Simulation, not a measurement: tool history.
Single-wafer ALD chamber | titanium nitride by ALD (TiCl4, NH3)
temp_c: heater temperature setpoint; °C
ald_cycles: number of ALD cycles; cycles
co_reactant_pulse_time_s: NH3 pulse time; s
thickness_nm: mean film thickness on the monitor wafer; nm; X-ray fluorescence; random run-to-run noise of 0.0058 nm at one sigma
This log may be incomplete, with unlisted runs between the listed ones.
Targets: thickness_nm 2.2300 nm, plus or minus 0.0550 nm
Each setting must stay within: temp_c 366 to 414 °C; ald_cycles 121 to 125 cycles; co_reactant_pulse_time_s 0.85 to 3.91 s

run 1 hour=0.0 | temp_c=390 ald_cycles=121 co_reactant_pulse_time_s=2.38 | thickness_nm=2.5029
run 2 hour=1.2 | temp_c=383 ald_cycles=121 co_reactant_pulse_time_s=2.38 | thickness_nm=2.4892
run 3 hour=5.9 | temp_c=378 ald_cycles=121 co_reactant_pulse_time_s=2.38 | thickness_nm=2.4733
run 4 hour=14.3 | temp_c=378 ald_cycles=121 co_reactant_pulse_time_s=2.87 | thickness_nm=2.5195
run 5 hour=19.1 | temp_c=375 ald_cycles=121 co_reactant_pulse_time_s=2.33 | thickness_nm=2.4592
run 6 hour=26.6 | temp_c=375 ald_cycles=121 co_reactant_pulse_time_s=2.02 | thickness_nm=2.4090
run 7 hour=28.9 | temp_c=373 ald_cycles=121 co_reactant_pulse_time_s=1.71 | thickness_nm=2.3575
run 8 hour=33.8 | temp_c=372 ald_cycles=121 co_reactant_pulse_time_s=1.49 | thickness_nm=2.2932

Below are 4 possible settings for the next run. Only one of them brings all results inside the allowed miss of their targets. Which is it?
run A hour=38.7 | temp_c=368 ald_cycles=125 co_reactant_pulse_time_s=1.53 | thickness_nm=?
run B hour=38.7 | temp_c=366 ald_cycles=125 co_reactant_pulse_time_s=1.46 | thickness_nm=?
run C hour=38.7 | temp_c=375 ald_cycles=121 co_reactant_pulse_time_s=1.13 | thickness_nm=?
run D hour=38.7 | temp_c=366 ald_cycles=121 co_reactant_pulse_time_s=1.50 | thickness_nm=?

move=A thickness_nm=2.3507
move=B thickness_nm=2.3097
move=C thickness_nm=2.1292
move=D thickness_nm=2.2504
A: the biggest miss grows against the last run
B: the biggest miss grows against the last run
C: the result that was furthest off in the last run now lies on the other side of its target
D: every result within its allowed miss
Move D is the one to make.
